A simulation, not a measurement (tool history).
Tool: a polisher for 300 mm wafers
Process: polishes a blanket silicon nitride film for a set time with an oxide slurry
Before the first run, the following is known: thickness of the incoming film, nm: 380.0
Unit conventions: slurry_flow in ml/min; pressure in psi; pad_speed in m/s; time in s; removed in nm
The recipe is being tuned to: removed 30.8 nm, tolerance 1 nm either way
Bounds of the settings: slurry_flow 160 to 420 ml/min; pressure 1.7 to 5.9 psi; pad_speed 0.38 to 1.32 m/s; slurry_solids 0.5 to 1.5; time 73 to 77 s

run,hour,slurry_flow,pressure,pad_speed,slurry_solids,time,removed
1,0,270,3.8,0.84,1,73,48.528
2,0.5,330,3.8,0.84,1,73,49.641
3,4.3,330,3.1,0.84,1,73,40.722
4,7.8,330,3.1,1.04,1,73,47.857
5,12.7,330,2.5,1.04,1,73,38.983
6,19.4,320,2.3,1.04,1,73,35.8
7,28.4,300,2.2,1.04,1,73,34.941
8,29.7,295,2.1,1.04,1,73,33.091
9,38.5,285,2.1,1.04,1,73,33.179
10,45.5,285,1.8,1.04,1,73,28.018
11,50.4,305,1.8,1.04,1,73,28.345

Which one of the following 5 next-run settings gets every result inside its allowed miss? There is exactly one.
A,55.3,260,2,0.88,0.95,77,?
B,55.3,255,1.8,1.04,1,73,?
C,55.3,315,1.8,1,1.05,73,?
D,55.3,360,2.5,0.94,0.65,73,?
E,55.3,400,1.9,0.96,1.3,77,?

move,removed
A,28.15
B,28.037
C,28.292
D,30.917
E,33.435
A: its largest miss is bigger than the last run's
B: its largest miss is bigger than the last run's
C: roughly where the last run was
D: meets every target
E: pushes the last run's worst result past its target
So the answer is move D, the one that meets all the targets.
